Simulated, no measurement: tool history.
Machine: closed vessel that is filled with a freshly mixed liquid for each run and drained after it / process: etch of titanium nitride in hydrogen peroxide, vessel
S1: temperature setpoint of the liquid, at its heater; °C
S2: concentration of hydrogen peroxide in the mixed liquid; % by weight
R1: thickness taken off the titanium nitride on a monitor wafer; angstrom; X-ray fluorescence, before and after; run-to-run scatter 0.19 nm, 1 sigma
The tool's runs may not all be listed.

run 1 hour=0 | S1=48 S2=23 time_in_the_liquid_(s)=390 | R1=195.38
run 2 hour=7.8 | S1=48 S2=23 time_in_the_liquid_(s)=265 | R1=130.98
run 3 hour=12.7 | S1=48 S2=23 time_in_the_liquid_(s)=390 | R1=195.39
run 4 hour=15.8 | S1=49 S2=23 time_in_the_liquid_(s)=390 | R1=207.53
run 5 hour=18.6 | S1=50 S2=23 time_in_the_liquid_(s)=390 | R1=223.23
run 6 hour=25.7 | S1=44 S2=23 time_in_the_liquid_(s)=390 | R1=144.17
run 7 hour=32 | S1=46 S2=23 time_in_the_liquid_(s)=390 | R1=167.96
run 8 hour=39.1 | S1=47.5 S2=23 time_in_the_liquid_(s)=390 | R1=184.87
run 9 hour=40.9 | S1=49 S2=23 time_in_the_liquid_(s)=390 | R1=206.41

Run 10, settings as shown, results not yet in. Your forecast:
run 10 hour=47.4 | S1=50 S2=23 time_in_the_liquid_(s)=390 | R1=?

For run 10 the tool returned R1 222.16 angstrom.

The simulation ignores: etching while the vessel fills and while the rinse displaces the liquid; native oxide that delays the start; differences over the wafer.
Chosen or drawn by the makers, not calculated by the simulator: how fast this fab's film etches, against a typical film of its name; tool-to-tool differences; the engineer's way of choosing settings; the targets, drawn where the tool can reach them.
